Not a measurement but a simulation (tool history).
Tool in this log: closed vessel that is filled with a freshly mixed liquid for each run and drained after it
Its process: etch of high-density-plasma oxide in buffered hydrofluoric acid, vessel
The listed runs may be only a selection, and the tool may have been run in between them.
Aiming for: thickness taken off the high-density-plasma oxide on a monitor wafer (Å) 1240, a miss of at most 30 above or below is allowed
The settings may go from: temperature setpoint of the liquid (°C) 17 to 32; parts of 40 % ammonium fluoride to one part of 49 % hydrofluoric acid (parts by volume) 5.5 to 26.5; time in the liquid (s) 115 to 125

run,hour,temperature setpoint of the liquid (°C),parts of 40 % ammonium fluoride to one part of 49 % hydrofluoric acid (parts by volume),time in the liquid (s),thickness taken off the high-density-plasma oxide on a monitor wafer (Å)
1,0,24,16,115,886.84
2,3.8,24,13.5,115,1047.1
3,11.6,24.5,13.5,115,1079.3
4,18.2,25,13.5,115,1119.6
5,25.7,25,13.5,115,1111.5
6,26.8,25,16.5,115,912.75
7,30.5,25.5,16.5,115,941.34
8,37.3,26,16.5,115,959.51
9,45.6,26.5,16.5,115,1001.1
10,50.7,27,16.5,115,1016.6
11,51.6,27.5,16.5,115,1048.7
12,60,28,16.5,115,1073.7
13,62.4,28.5,16.5,115,1103.9

Next run, 5 choices. One meets every target within its allowed miss, the rest don't. Which?
A,64.8,27.5,17,115,?
B,64.8,28,16.5,125,?
C,64.8,30,16,115,?
D,64.8,25.5,16.5,115,?
E,64.8,26.5,13,125,?

move,thickness taken off the high-density-plasma oxide on a monitor wafer (Å)
A,1033.5
B,1188.1
C,1252.4
D,955.77
E,1385.1
A: lands further from the targets than the last run did
B: closer than the last run, but not yet in spec
C: every result lands within tolerance
D: lands further from the targets than the last run did
E: takes the result that was furthest off past its target
The move that meets every target is C.
